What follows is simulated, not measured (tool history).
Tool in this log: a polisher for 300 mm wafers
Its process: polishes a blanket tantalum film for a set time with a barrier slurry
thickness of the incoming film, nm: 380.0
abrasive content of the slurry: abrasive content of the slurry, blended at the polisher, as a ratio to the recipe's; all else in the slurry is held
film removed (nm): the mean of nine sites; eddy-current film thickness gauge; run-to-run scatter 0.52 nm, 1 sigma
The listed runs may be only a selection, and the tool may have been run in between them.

run,day,flow of slurry (ml/min),pressure of the wafer on the pad (psi),speed of the pad under the wafer (m/s),abrasive content of the slurry,polishing time (s),film removed (nm)
1,0.000,245,1.3,1.28,1.0,41,70.596
2,0.279,245,1.3,1.28,0.8,41,65.852
3,0.492,245,1.2,1.28,0.8,41,62.775
4,0.662,245,1.2,1.52,0.8,41,75.113
5,0.838,245,1.0,1.52,0.8,41,63.372
6,1.100,245,1.0,1.52,0.8,41,63.110

Run 7 comes next. What will it give?
7,1.325,240,0.6,1.50,0.8,41,?

Logged for run 7: film removed (nm) 39.387.
